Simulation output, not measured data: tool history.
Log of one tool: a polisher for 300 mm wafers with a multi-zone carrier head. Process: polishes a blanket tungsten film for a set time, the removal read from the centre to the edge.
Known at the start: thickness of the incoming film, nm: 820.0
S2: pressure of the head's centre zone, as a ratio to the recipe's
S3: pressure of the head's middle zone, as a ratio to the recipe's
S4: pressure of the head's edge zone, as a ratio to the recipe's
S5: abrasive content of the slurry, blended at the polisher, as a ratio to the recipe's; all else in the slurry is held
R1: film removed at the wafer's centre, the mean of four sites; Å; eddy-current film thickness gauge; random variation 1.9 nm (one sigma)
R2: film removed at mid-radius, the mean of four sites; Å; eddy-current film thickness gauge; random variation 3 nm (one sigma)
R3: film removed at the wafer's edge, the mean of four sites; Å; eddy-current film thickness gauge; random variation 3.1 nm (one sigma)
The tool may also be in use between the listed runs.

run 1 hour=0.0 | flow_of_slurry_(ml/min)=215 S2=1.00 S3=1.00 S4=1.00 S5=1.00 polishing_time_(s)=37 | R1=2349.0 R2=2227.6 R3=2355.5
run 2 hour=2.7 | flow_of_slurry_(ml/min)=215 S2=1.00 S3=1.00 S4=1.00 S5=1.00 polishing_time_(s)=29 | R1=1830.2 R2=1739.0 R3=1830.0
run 3 hour=10.4 | flow_of_slurry_(ml/min)=215 S2=0.99 S3=0.99 S4=1.05 S5=1.15 polishing_time_(s)=33 | R1=2144.4 R2=2092.4 R3=2183.3
run 4 hour=11.4 | flow_of_slurry_(ml/min)=205 S2=0.97 S3=0.94 S4=1.08 S5=1.25 polishing_time_(s)=36 | R1=2294.0 R2=2173.3 R3=2437.2
run 5 hour=19.8 | flow_of_slurry_(ml/min)=205 S2=0.97 S3=1.02 S4=1.08 S5=1.25 polishing_time_(s)=36 | R1=2278.0 R2=2344.0 R3=2461.7
run 6 hour=27.9 | flow_of_slurry_(ml/min)=205 S2=0.97 S3=1.02 S4=1.08 S5=1.25 polishing_time_(s)=30 | R1=1924.8 R2=1941.6 R3=2059.7
run 7 hour=32.2 | flow_of_slurry_(ml/min)=185 S2=0.97 S3=0.99 S4=1.11 S5=1.30 polishing_time_(s)=34 | R1=2171.4 R2=2116.7 R3=2324.1
-- hour=36.3 worn pad replaced by a new one
run 8 hour=36.3 | flow_of_slurry_(ml/min)=245 S2=0.93 S3=0.91 S4=1.19 S5=1.50 polishing_time_(s)=44 | R1=3170.5 R2=3007.7 R3=3650.2
run 9 hour=37.6 | flow_of_slurry_(ml/min)=225 S2=0.93 S3=0.91 S4=1.17 S5=1.50 polishing_time_(s)=44 | R1=3159.3 R2=2955.3 R3=3681.9
run 10 hour=44.3 | flow_of_slurry_(ml/min)=220 S2=0.93 S3=0.91 S4=1.14 S5=1.45 polishing_time_(s)=44 | R1=3061.7 R2=2961.3 R3=3574.8
run 11 hour=46.5 | flow_of_slurry_(ml/min)=210 S2=0.94 S3=0.91 S4=1.13 S5=1.40 polishing_time_(s)=44 | R1=3066.2 R2=2934.7 R3=3455.6

The next listed run, before its measurement:
run 12 hour=48.1 | flow_of_slurry_(ml/min)=210 S2=0.94 S3=0.91 S4=1.13 S5=1.40 polishing_time_(s)=44 | R1=? R2=? R3=?

Run 12 gave R1 3099.9 Å, R2 2865.8 Å, R3 3496.0 Å.

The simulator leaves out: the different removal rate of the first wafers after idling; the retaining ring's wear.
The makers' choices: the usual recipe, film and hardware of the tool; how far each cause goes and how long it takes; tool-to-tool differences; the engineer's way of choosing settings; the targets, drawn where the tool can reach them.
